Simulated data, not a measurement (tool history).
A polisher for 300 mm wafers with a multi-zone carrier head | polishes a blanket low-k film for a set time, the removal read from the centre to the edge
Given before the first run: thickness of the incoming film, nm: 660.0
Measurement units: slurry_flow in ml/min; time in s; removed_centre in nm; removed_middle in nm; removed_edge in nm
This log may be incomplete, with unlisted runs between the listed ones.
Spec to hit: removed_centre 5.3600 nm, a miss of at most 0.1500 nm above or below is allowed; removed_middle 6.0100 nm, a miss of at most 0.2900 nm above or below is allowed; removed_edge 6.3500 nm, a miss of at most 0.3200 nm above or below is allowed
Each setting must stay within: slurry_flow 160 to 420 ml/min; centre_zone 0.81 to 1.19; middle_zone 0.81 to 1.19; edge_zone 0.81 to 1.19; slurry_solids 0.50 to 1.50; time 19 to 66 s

run,hour,slurry_flow,centre_zone,middle_zone,edge_zone,slurry_solids,time,removed_centre,removed_middle,removed_edge
1,0.0,270,1.00,1.00,1.00,1.00,42,13.3360,13.4910,12.8480
2,3.7,270,1.00,1.00,1.08,1.00,42,13.1950,13.3940,13.1520
3,5.3,265,0.97,0.98,1.08,0.90,38,11.0520,11.2020,11.8810
4,14.0,255,0.96,0.99,1.05,0.80,34,9.4208,9.9916,9.7525
5,17.8,255,0.90,0.99,1.05,0.80,34,8.7610,10.1020,9.7835
6,25.5,250,0.89,0.96,1.04,0.75,32,8.0144,8.7881,8.8886
7,30.8,245,0.87,0.95,1.04,0.70,31,7.3712,8.0729,8.3068
8,36.7,240,0.86,0.95,1.04,0.65,30,6.8485,7.6403,7.7328
9,45.4,230,0.85,0.94,1.04,0.60,29,6.2382,7.1516,7.3116
10,53.9,220,0.84,0.93,1.03,0.60,29,6.1914,6.9315,7.3639
11,58.5,220,0.83,0.93,1.02,0.60,29,6.0851,6.9713,7.3343
12,63.9,225,0.83,0.92,1.01,0.60,28,5.8358,6.7156,6.8177
13,68.4,220,0.83,0.91,1.00,0.60,28,5.8261,6.6853,6.9701
14,76.2,220,0.83,0.90,0.99,0.60,28,5.8846,6.4050,6.8880
15,82.6,215,0.83,0.90,0.98,0.60,28,5.8350,6.5666,7.0554
16,87.1,220,0.83,0.90,0.98,0.60,28,5.8561,6.6851,7.0009
17,94.8,225,0.83,0.89,0.98,0.60,28,5.8865,6.6164,6.8369
18,95.9,220,0.83,0.88,0.97,0.60,28,5.8206,6.3368,6.8303
19,100.1,220,0.83,0.88,0.96,0.60,28,5.8472,6.4626,6.8219
20,102.1,215,0.83,0.88,0.95,0.60,28,5.9128,6.3397,6.6235
21,105.5,210,0.81,0.89,0.99,0.50,27,5.0896,5.7372,6.1635
22,107.5,215,0.81,0.89,1.00,0.50,27,5.1063,5.8228,6.0885

Exactly one of the 4 candidate moves below puts every result within its allowed miss. Which one?
A,109.5,160,0.81,0.87,0.91,0.55,29,?,?,?
B,109.5,240,0.81,0.99,1.06,0.50,26,?,?,?
C,109.5,160,0.81,0.85,0.99,0.60,26,?,?,?
D,109.5,420,0.89,1.03,1.10,0.50,25,?,?,?

move,removed_centre,removed_middle,removed_edge
A,5.4194,6.1464,6.4385
B,5.0183,6.2492,6.2332
C,5.0312,5.6041,6.2134
D,5.6070,6.5373,6.3514
A: in spec on every target
B: moves away from the targets compared with the last run
C: moves away from the targets compared with the last run
D: takes the result that was furthest off past its target
The right move is A.
